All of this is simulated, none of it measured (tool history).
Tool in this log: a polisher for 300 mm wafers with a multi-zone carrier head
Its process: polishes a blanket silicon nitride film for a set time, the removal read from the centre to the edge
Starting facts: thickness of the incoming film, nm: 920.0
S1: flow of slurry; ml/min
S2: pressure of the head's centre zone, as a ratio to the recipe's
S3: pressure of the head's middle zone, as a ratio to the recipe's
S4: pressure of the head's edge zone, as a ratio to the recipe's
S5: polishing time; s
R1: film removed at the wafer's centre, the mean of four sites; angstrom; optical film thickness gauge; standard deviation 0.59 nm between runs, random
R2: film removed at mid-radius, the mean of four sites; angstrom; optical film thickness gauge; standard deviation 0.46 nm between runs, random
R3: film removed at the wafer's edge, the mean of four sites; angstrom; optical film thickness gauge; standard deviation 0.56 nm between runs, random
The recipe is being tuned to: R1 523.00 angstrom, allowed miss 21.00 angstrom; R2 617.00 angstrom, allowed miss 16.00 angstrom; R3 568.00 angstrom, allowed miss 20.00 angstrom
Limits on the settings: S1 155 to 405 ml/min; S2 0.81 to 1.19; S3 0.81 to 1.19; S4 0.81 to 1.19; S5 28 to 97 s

run	hour	S1	S2	S3	S4	S5	R1	R2	R3
1	0.0	260	1.00	1.00	1.00	62	1007.80	967.88	967.49
2	2.2	255	0.97	1.00	0.98	58	903.03	916.89	888.15
3	7.2	255	0.97	1.08	0.98	58	892.01	982.70	901.35
4	10.8	255	0.97	1.08	1.02	58	907.73	979.60	903.20
5	15.8	255	0.97	1.04	1.02	58	899.89	951.74	887.91
6	20.0	250	0.95	1.02	1.02	55	846.18	888.21	854.14
7	20.6	250	0.94	1.02	1.01	52	793.73	839.54	808.81
8	26.8	250	0.93	1.02	1.00	49	747.58	789.15	740.37
9	35.5	240	0.91	1.02	1.00	47	680.56	746.84	725.96
10	40.6	250	0.90	1.02	0.99	45	660.57	716.38	689.52

Pick the move, out of 4, that brings all results within their allowed miss; only one does.
A	45.7	315	1.19	1.17	0.93	35	?	?	?
B	45.7	295	0.93	1.09	1.04	34	?	?	?
C	45.7	405	1.05	1.04	0.97	48	?	?	?
D	45.7	200	0.85	1.03	0.92	39	?	?	?

move	R1	R2	R3
A	698.03	642.55	528.03
B	525.68	585.02	539.64
C	860.07	811.57	750.16
D	529.73	618.21	569.35
A: the biggest miss grows against the last run
B: the furthest-off result lands on target, but another misses its tolerance
C: the biggest miss grows against the last run
D: meets every target
D meets every target.
